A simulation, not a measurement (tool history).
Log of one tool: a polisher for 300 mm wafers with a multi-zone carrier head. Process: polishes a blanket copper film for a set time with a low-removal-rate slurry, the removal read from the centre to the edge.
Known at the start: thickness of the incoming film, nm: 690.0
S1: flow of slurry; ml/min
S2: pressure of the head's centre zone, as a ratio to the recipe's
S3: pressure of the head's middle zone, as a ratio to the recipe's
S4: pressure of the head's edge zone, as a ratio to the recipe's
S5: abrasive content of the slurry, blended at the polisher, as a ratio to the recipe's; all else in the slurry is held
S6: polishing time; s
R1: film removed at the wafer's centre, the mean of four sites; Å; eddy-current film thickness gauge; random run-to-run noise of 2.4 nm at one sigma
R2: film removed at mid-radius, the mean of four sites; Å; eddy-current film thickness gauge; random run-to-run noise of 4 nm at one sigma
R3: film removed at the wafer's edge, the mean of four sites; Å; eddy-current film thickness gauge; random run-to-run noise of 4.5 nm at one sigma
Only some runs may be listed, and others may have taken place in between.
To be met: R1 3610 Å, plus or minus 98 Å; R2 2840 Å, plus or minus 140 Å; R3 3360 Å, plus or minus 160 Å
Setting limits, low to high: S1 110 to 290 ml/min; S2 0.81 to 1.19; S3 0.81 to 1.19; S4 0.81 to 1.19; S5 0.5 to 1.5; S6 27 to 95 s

run 1 hour=0 | S1=185 S2=1 S3=1 S4=1 S5=1 S6=61 | R1=2261 R2=2197.6 R3=2192.6
run 2 hour=4.5 | S1=190 S2=1.03 S3=0.98 S4=1.04 S5=1.1 S6=64 | R1=2522.9 R2=2312 R3=2370.9
run 3 hour=8.6 | S1=190 S2=1.03 S3=1.04 S4=1.04 S5=1.1 S6=64 | R1=2521.2 R2=2484.1 R3=2485.9
run 4 hour=12.9 | S1=190 S2=0.96 S3=1.04 S4=1.04 S5=1.1 S6=64 | R1=2324.9 R2=2440.6 R3=2397.6
run 5 hour=16.5 | S1=185 S2=1.01 S3=1.03 S4=1.07 S5=1.2 S6=66 | R1=2590 R2=2575.1 R3=2592.6
run 6 hour=23.1 | S1=185 S2=1.01 S3=1.03 S4=1.07 S5=1.05 S6=66 | R1=2486 R2=2508.7 R3=2501.8
run 7 hour=28.2 | S1=185 S2=1.04 S3=1.01 S4=1.1 S5=1.15 S6=68 | R1=2731 R2=2614.4 R3=2672.9
run 8 hour=30.2 | S1=185 S2=1.06 S3=0.99 S4=1.12 S5=1.25 S6=69 | R1=2852.1 R2=2543.9 R3=2849.3
run 9 hour=35.7 | S1=195 S2=1.09 S3=1 S4=1.13 S5=1.3 S6=69 | R1=2990.3 R2=2662.6 R3=2872.5

5 candidate next runs follow, results not yet known. Just one meets every target within its allowed miss. Identify it.
run A hour=41.2 | S1=220 S2=1.11 S3=0.87 S4=1.14 S5=1.45 S6=78 | R1=? R2=? R3=?
run B hour=41.2 | S1=215 S2=1.16 S3=0.98 S4=1.09 S5=1.25 S6=82 | R1=? R2=? R3=?
run C hour=41.2 | S1=175 S2=1.16 S3=0.87 S4=1.12 S5=1.35 S6=82 | R1=? R2=? R3=?
run D hour=41.2 | S1=210 S2=1.05 S3=0.9 S4=1.18 S5=1.1 S6=88 | R1=? R2=? R3=?
run E hour=41.2 | S1=240 S2=1.14 S3=1.01 S4=1.08 S5=1.4 S6=79 | R1=? R2=? R3=?

move=A R1=3587.2 R2=2872.7 R3=3426.6
move=B R1=3789.5 R2=3182.8 R3=3381.3
move=C R1=3727.6 R2=2866.2 R3=3419.2
move=D R1=3549.2 R2=3087.8 R3=3656.6
move=E R1=3749.1 R2=3276.5 R3=3369.4
A: meets every target
B: takes the result that was furthest off past its target
C: takes the result that was furthest off past its target
D: gets the furthest-off result to its target, but another result is out of tolerance
E: takes the result that was furthest off past its target
A meets every target.
